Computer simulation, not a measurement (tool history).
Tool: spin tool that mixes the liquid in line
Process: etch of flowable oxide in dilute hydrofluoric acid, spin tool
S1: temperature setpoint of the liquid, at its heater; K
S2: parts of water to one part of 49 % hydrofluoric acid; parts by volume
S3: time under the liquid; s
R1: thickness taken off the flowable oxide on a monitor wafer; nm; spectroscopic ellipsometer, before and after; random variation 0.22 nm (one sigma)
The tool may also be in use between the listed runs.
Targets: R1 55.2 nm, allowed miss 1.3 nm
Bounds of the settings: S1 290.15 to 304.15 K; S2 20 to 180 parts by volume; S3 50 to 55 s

run 1 hour=0 | S1=296.15 S2=100 S3=50 | R1=20.92
run 2 hour=1.9 | S1=296.15 S2=100 S3=50 | R1=20.947
run 3 hour=6 | S1=296.15 S2=100 S3=55 | R1=22.854
run 4 hour=14.8 | S1=297.65 S2=90 S3=55 | R1=27.724
run 5 hour=18.1 | S1=300.15 S2=90 S3=55 | R1=30.221
run 6 hour=24.8 | S1=300.15 S2=115 S3=55 | R1=23.035
run 7 hour=25.7 | S1=304.15 S2=75 S3=55 | R1=43.095
run 8 hour=27.4 | S1=304.15 S2=50 S3=55 | R1=67.353
run 9 hour=35.1 | S1=304.15 S2=50 S3=55 | R1=67.519
run 10 hour=36.5 | S1=303.15 S2=50 S3=55 | R1=64.856

Which of these 5 next moves meets every target?
run A hour=37.9 | S1=302.65 S2=40 S3=50 | R1=?
run B hour=37.9 | S1=304.15 S2=60 S3=55 | R1=?
run C hour=37.9 | S1=303.65 S2=55 S3=55 | R1=?
run D hour=37.9 | S1=301.15 S2=55 S3=50 | R1=?
run E hour=37.9 | S1=304.15 S2=60 S3=50 | R1=?

move=A R1=72.808
move=B R1=54.899
move=C R1=59.197
move=D R1=48.781
move=E R1=49.908
A: further off than the last run
B: meets every target
C: nearer than the last run, and not there yet
D: takes the result that was furthest off past its target
E: takes the result that was furthest off past its target
The right move is B.

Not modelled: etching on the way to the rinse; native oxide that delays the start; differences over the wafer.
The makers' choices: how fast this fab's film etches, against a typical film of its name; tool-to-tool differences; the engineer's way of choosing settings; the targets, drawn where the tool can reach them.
